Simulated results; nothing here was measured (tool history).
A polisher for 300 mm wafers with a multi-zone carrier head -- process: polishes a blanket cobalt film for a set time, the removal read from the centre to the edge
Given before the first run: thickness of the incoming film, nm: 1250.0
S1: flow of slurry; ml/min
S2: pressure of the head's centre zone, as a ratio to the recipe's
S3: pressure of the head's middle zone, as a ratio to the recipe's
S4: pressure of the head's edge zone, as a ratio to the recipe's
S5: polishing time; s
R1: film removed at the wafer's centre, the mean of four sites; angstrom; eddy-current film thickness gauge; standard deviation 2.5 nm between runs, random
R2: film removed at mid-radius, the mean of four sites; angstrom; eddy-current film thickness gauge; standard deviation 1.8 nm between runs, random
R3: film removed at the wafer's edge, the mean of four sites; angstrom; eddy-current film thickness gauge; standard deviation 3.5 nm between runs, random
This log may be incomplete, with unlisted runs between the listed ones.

run	hour	S1	S2	S3	S4	S5	R1	R2	R3
1	0	280	1	1	1	49	1991.1	2055.6	2062.3
2	7.7	285	1.01	1.01	1.03	50	2042.3	2089.4	2108.3
3	10.7	285	1.01	1.07	1.03	50	2062.9	2189	2067.7
4	11.9	285	1.01	1.06	1.04	51	2071	2202	2203.3
5	13.5	290	1.02	1.07	1.05	52	2168.3	2257.8	2239.7
6	16.8	350	1.02	1.07	1.05	52	2213.3	2312.6	2232.3
7	23.6	350	1.02	1.07	1.06	52	2208.6	2286.6	2214.4
8	29	345	1.02	1.07	1.07	53	2266.3	2340.7	2312.6
9	31.4	345	1.02	1.07	1.08	53	2243.5	2372.4	2265.3

Run 10 has not been measured yet. What should we expect?
10	36.8	335	1.02	1.05	1.08	54	?	?	?

For run 10 the tool returned R1 2280 angstrom, R2 2333.6 angstrom, R3 2377.5 angstrom.

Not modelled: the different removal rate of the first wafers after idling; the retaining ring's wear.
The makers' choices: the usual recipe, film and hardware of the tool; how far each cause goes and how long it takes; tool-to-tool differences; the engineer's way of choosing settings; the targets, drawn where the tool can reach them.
